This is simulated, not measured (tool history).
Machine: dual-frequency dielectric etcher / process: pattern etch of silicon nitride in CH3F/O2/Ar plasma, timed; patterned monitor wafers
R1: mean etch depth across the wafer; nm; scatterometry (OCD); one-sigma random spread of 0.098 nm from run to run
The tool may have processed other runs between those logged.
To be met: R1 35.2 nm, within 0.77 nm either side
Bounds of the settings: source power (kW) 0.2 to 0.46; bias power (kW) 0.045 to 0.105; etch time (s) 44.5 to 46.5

Run 1, hour 0: source power (kW) 0.33, bias power (kW) 0.075, etch time (s) 44.5. Result: R1 29.985 nm.
Run 2, hour 0.6: source power (kW) 0.36, bias power (kW) 0.078, etch time (s) 44.5. Result: R1 31.97 nm.
Run 3, hour 8.9: source power (kW) 0.38, bias power (kW) 0.079, etch time (s) 44.5. Result: R1 33.009 nm.
Run 4, hour 16: source power (kW) 0.39, bias power (kW) 0.08, etch time (s) 44.5. Result: R1 33.269 nm.
Run 5, hour 21.9: source power (kW) 0.34, bias power (kW) 0.08, etch time (s) 44.5. Result: R1 31.585 nm.
Run 6, hour 30.9: source power (kW) 0.34, bias power (kW) 0.08, etch time (s) 46.5. Result: R1 32.922 nm.
Run 7, hour 33.3: source power (kW) 0.34, bias power (kW) 0.08, etch time (s) 46.5. Result: R1 32.742 nm.
Run 8, hour 41.5: source power (kW) 0.35, bias power (kW) 0.081, etch time (s) 46.5. Result: R1 33.405 nm.
Run 9, hour 45.4: source power (kW) 0.36, bias power (kW) 0.082, etch time (s) 46.5. Result: R1 33.981 nm.

Consider the 4 candidate settings below. Which is the only one whose results all fall within their allowed miss of target?
Run A, hour 49.3: source power (kW) 0.35, bias power (kW) 0.084, etch time (s) 45.5. Result: R1 ?.
Run B, hour 49.3: source power (kW) 0.36, bias power (kW) 0.08, etch time (s) 46.5. Result: R1 ?.
Run C, hour 49.3: source power (kW) 0.4, bias power (kW) 0.08, etch time (s) 46.5. Result: R1 ?.
Run D, hour 49.3: source power (kW) 0.38, bias power (kW) 0.084, etch time (s) 44.5. Result: R1 ?.

move      R1
   A  33.436
   B  33.731
   C  35.335
   D   33.91
A: further off than the last run
B: further off than the last run
C: every result within its allowed miss
D: further off than the last run
Correct choice: C, which meets every target
